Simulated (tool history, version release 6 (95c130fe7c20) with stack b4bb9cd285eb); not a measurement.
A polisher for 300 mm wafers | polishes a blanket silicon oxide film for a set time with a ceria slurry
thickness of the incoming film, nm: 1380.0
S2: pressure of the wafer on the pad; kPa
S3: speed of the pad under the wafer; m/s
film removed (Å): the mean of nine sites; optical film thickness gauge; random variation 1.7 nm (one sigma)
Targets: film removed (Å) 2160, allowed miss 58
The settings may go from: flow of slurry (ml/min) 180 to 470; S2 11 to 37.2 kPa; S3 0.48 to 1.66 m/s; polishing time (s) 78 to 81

Run 1, hour 0: flow of slurry (ml/min) 300, S2 24.1 kPa, S3 1.06 m/s, polishing time (s) 78. Result: film removed (Å) 3675.4.
Run 2, hour 3.3: flow of slurry (ml/min) 300, S2 20 kPa, S3 1.06 m/s, polishing time (s) 78. Result: film removed (Å) 3141.1.
Run 3, hour 4.7: flow of slurry (ml/min) 300, S2 20 kPa, S3 0.9 m/s, polishing time (s) 78. Result: film removed (Å) 2744.8.
Run 4, hour 11.4: flow of slurry (ml/min) 340, S2 20 kPa, S3 0.9 m/s, polishing time (s) 78. Result: film removed (Å) 2761.5.
Run 5, hour 18.7: flow of slurry (ml/min) 340, S2 17.9 kPa, S3 0.9 m/s, polishing time (s) 78. Result: film removed (Å) 2517.3.
Run 6, hour 20.5: flow of slurry (ml/min) 340, S2 16.5 kPa, S3 0.9 m/s, polishing time (s) 78. Result: film removed (Å) 2347.3.
Run 7, hour 28.8: flow of slurry (ml/min) 340, S2 15.9 kPa, S3 0.9 m/s, polishing time (s) 78. Result: film removed (Å) 2285.3.
Run 8, hour 35.9: flow of slurry (ml/min) 330, S2 14.5 kPa, S3 0.9 m/s, polishing time (s) 78. Result: film removed (Å) 2071.7.

5 next moves are on the table. One of them brings every result within its allowed miss. Which?
Run A, hour 43: flow of slurry (ml/min) 330, S2 15.9 kPa, S3 0.76 m/s, polishing time (s) 78. Result: film removed (Å) ?.
Run B, hour 43: flow of slurry (ml/min) 335, S2 13.8 kPa, S3 1.02 m/s, polishing time (s) 81. Result: film removed (Å) ?.
Run C, hour 43: flow of slurry (ml/min) 305, S2 14.5 kPa, S3 1 m/s, polishing time (s) 78. Result: film removed (Å) ?.
Run D, hour 43: flow of slurry (ml/min) 345, S2 13.8 kPa, S3 0.94 m/s, polishing time (s) 80. Result: film removed (Å) ?.
Run E, hour 43: flow of slurry (ml/min) 335, S2 14.5 kPa, S3 0.84 m/s, polishing time (s) 79. Result: film removed (Å) ?.

move  film removed (Å)
   A            1952.6
   B            2327.5
   C            2277.1
   D            2146.4
   E            1999.2
A: further off than the last run
B: takes the result that was furthest off past its target
C: takes the result that was furthest off past its target
D: meets every target
E: further off than the last run
Answer: D

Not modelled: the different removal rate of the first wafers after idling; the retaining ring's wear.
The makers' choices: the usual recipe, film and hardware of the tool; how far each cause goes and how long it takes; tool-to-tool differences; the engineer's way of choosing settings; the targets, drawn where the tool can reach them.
